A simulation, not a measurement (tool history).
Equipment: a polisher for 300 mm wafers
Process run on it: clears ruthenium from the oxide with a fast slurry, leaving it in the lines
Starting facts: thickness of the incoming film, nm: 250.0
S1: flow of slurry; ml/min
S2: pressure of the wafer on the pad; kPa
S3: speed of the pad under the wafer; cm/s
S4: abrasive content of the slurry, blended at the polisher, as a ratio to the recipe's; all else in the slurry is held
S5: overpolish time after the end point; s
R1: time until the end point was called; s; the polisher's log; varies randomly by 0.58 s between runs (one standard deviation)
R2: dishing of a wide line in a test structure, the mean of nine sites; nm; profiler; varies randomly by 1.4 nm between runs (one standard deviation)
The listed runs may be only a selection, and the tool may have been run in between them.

run,hour,S1,S2,S3,S4,S5,R1,R2
1,0.0,300,16.5,84,1.0,16,86.072,35.222
2,7.5,300,17.2,84,1.0,18,83.704,40.699
3,12.6,300,19.3,84,1.0,18,76.093,43.949
4,14.9,255,19.3,84,1.0,18,77.634,41.437
5,17.5,255,19.3,84,0.9,18,79.950,42.909
6,19.5,255,22.1,84,0.9,18,71.836,43.955

Estimate the outcome of run 7 from the log above:
7,27.1,260,22.1,84,0.9,20,?,?

R1: 72.301 s
R2: 48.508 nm
